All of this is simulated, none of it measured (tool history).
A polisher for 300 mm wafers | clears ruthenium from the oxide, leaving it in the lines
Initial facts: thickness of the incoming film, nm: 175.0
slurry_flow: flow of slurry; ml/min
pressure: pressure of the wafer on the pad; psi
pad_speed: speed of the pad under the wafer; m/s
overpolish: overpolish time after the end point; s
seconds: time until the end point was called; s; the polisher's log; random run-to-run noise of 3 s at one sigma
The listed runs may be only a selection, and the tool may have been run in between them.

| run | day | slurry_flow | pressure | pad_speed | overpolish | seconds |
|---|---|---|---|---|---|---|
| 1 | 0 | 220 | 2.5 | 1.02 | 8 | 114.13 |
| 2 | 0.062 | 270 | 2.5 | 1.02 | 8 | 110.56 |
| 3 | 0.421 | 270 | 1.9 | 1.02 | 8 | 144.61 |
| 4 | 0.758 | 220 | 1.9 | 1.02 | 8 | 146.7 |
| 5 | 0.917 | 220 | 1.9 | 1.26 | 8 | 121.68 |
| 6 | 1.183 | 220 | 1.8 | 1.26 | 8 | 127.96 |

Predict the results of run 7:
| 7 | 1.321 | 220 | 1.7 | 1.26 | 8 | ? |

Run 7 produced seconds 131.54 s.
